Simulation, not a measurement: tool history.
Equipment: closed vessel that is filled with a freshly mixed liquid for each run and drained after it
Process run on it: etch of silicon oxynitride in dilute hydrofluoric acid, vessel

| run | hour | temperature setpoint of the liquid (C) | parts of water to one part of 49 % hydrofluoric acid (parts by volume) | time in the liquid (s) | thickness taken off the silicon oxynitride on a monitor wafer (nm) |
|---|---|---|---|---|---|
| 1 | 0 | 25 | 80 | 135 | 8.887 |
| 2 | 2.4 | 28.5 | 80 | 135 | 10.533 |
| 3 | 3.2 | 29 | 75 | 135 | 11.567 |
| 4 | 9.2 | 29 | 75 | 135 | 11.515 |
| 5 | 10.9 | 29 | 55 | 135 | 16.07 |
| 6 | 15.4 | 29.5 | 55 | 135 | 16.441 |
| 7 | 16.9 | 30 | 55 | 135 | 16.829 |
| 8 | 22.2 | 30.5 | 55 | 135 | 17.166 |

For run 9, what comes out?
| 9 | 27 | 31 | 55 | 135 | ? |

Run 9 yielded thickness taken off the silicon oxynitride on a monitor wafer (nm) 17.544.
